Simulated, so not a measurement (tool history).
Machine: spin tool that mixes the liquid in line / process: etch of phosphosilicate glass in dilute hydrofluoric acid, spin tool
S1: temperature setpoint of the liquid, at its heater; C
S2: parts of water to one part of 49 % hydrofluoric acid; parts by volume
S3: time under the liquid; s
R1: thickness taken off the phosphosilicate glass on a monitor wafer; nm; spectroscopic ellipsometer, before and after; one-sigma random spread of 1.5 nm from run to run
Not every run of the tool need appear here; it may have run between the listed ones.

run  hour    S1   S2   S3      R1
  1     0    21  275  220  84.494
  2   6.2    21  215  220  115.29
  3   8.7    18  215  220  101.68
  4  17.6  20.5  205  220  121.17
  5  22.3  22.5  200  220  133.92
  6    30    24  195  220  144.87
  7  36.6    25  190  220  155.37

Run 8 has not been measured yet. What should we expect?
  8  37.4  26  185  220   ?

Run 8 came out at R1 167.99 nm.
